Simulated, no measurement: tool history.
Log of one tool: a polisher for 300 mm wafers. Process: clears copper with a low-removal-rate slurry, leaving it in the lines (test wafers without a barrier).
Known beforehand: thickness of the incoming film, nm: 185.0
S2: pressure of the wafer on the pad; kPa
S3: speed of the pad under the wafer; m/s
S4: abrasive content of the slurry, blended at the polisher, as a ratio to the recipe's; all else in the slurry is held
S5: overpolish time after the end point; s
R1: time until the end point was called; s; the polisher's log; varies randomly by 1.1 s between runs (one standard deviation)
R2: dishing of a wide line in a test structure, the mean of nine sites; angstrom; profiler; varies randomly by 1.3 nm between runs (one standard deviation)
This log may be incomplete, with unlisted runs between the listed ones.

run 1 hour=0 | flow_of_slurry_(ml/min)=205 S2=17.2 S3=0.86 S4=1 S5=27 | R1=82.916 R2=383.51
run 2 hour=1.8 | flow_of_slurry_(ml/min)=205 S2=17.2 S3=0.86 S4=1.15 S5=27 | R1=80.529 R2=389.98
run 3 hour=2.9 | flow_of_slurry_(ml/min)=205 S2=17.2 S3=0.86 S4=1.3 S5=27 | R1=79.755 R2=407.15
run 4 hour=7.6 | flow_of_slurry_(ml/min)=205 S2=17.2 S3=0.98 S4=1.3 S5=27 | R1=68.228 R2=447.13
run 5 hour=11.1 | flow_of_slurry_(ml/min)=205 S2=15.2 S3=0.98 S4=1.3 S5=27 | R1=78.387 R2=397.97
run 6 hour=18 | flow_of_slurry_(ml/min)=205 S2=15.9 S3=0.98 S4=1.3 S5=29 | R1=75.603 R2=435.9
run 7 hour=25.8 | flow_of_slurry_(ml/min)=205 S2=16.5 S3=0.98 S4=1.3 S5=30 | R1=71.799 R2=467.67

Run 8 is up next; what results do you expect?
run 8 hour=26.9 | flow_of_slurry_(ml/min)=205 S2=17.2 S3=0.98 S4=1.3 S5=31 | R1=? R2=?

{"run 8": {"R1": 70.156, "R2": 485.58}}
